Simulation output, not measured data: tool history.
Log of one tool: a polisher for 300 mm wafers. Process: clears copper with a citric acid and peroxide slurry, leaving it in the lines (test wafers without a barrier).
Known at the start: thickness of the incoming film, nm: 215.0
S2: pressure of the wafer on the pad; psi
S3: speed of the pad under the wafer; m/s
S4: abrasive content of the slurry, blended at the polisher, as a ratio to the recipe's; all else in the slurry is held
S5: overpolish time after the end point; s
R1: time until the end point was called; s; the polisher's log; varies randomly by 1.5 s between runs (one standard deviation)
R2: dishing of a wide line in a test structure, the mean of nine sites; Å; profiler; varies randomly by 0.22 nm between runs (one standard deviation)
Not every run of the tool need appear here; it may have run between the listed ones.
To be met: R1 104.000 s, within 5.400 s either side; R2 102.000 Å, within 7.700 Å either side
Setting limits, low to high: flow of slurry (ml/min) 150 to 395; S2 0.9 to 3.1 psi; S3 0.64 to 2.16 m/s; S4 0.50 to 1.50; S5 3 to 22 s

run 1 day=0.000 | flow_of_slurry_(ml/min)=250 S2=2.0 S3=1.40 S4=1.00 S5=11 | R1=139.580 R2=133.710
run 2 day=0.367 | flow_of_slurry_(ml/min)=250 S2=2.1 S3=1.40 S4=1.00 S5=9 | R1=132.430 R2=118.070
run 3 day=0.525 | flow_of_slurry_(ml/min)=250 S2=1.8 S3=1.40 S4=1.00 S5=9 | R1=153.220 R2=101.670
run 4 day=0.650 | flow_of_slurry_(ml/min)=250 S2=2.0 S3=1.42 S4=1.00 S5=8 | R1=140.730 R2=99.472
run 5 day=0.679 | flow_of_slurry_(ml/min)=250 S2=2.0 S3=1.10 S4=1.00 S5=8 | R1=169.310 R2=86.035
run 6 day=0.992 | flow_of_slurry_(ml/min)=250 S2=2.0 S3=1.22 S4=1.00 S5=8 | R1=151.000 R2=89.435
run 7 day=1.088 | flow_of_slurry_(ml/min)=250 S2=2.2 S3=1.22 S4=1.00 S5=7 | R1=140.190 R2=88.687
run 8 day=1.300 | flow_of_slurry_(ml/min)=250 S2=2.8 S3=1.28 S4=1.00 S5=5 | R1=108.580 R2=85.365

4 candidate next runs follow, results not yet known. Just one meets every target within its allowed miss. Identify it.
run A day=1.512 | flow_of_slurry_(ml/min)=285 S2=2.4 S3=1.30 S4=1.00 S5=7 | R1=? R2=?
run B day=1.512 | flow_of_slurry_(ml/min)=155 S2=2.7 S3=1.82 S4=1.00 S5=5 | R1=? R2=?
run C day=1.512 | flow_of_slurry_(ml/min)=250 S2=3.1 S3=1.16 S4=1.00 S5=6 | R1=? R2=?
run D day=1.512 | flow_of_slurry_(ml/min)=250 S2=2.9 S3=1.24 S4=1.05 S5=7 | R1=? R2=?

move=A R1=124.630 R2=101.430
move=B R1=91.077 R2=99.412
move=C R1=108.140 R2=100.640
move=D R1=107.980 R2=116.520
A: brings the last run's worst result on target, with another outside its allowed miss
B: brings the last run's worst result on target, with another outside its allowed miss
C: every result within its allowed miss
D: pushes the last run's worst result past its target
Answer: C
